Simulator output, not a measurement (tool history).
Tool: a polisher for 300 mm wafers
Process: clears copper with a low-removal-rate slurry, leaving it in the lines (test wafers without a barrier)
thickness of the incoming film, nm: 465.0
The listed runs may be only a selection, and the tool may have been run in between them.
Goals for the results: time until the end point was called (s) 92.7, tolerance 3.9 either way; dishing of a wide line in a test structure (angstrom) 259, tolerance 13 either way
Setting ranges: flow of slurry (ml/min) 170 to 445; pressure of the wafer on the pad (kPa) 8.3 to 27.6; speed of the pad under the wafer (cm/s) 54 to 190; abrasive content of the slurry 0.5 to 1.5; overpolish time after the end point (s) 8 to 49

run,hour,flow of slurry (ml/min),pressure of the wafer on the pad (kPa),speed of the pad under the wafer (cm/s),abrasive content of the slurry,overpolish time after the end point (s),time until the end point was called (s),dishing of a wide line in a test structure (angstrom)
1,0,285,17.9,122,1,25,127.14,495.14
2,1.3,285,17.9,122,1.1,25,125.3,501.43
3,8.4,290,17.2,132,1.05,23,122.92,485.93
4,10.8,275,18.6,126,1.1,21,119.51,466.65
5,12.9,275,18.6,126,0.95,21,124.26,437.94
6,19.1,260,20,124,0.9,19,122.18,428.03
7,19.8,340,15.2,158,1.15,8,106.11,227.25
8,23.3,345,16.5,158,1.15,8,102.55,239.8
9,29.4,350,17.2,160,1.15,8,97.109,249.11

Exactly one of the 4 candidate moves below puts every result within its allowed miss. Which one?
A,35.5,330,15.9,160,1.2,8,?,?
B,35.5,290,20.7,130,1.3,8,?,?
C,35.5,340,17.9,164,1.15,8,?,?
D,35.5,335,17.2,156,1.1,8,?,?

move,time until the end point was called (s),dishing of a wide line in a test structure (angstrom)
A,102.41,236.18
B,104.95,233.18
C,92.983,258.2
D,101.15,239.46
A: further off than the last run
B: further off than the last run
C: all results in spec
D: further off than the last run
Go with C: it meets all targets.

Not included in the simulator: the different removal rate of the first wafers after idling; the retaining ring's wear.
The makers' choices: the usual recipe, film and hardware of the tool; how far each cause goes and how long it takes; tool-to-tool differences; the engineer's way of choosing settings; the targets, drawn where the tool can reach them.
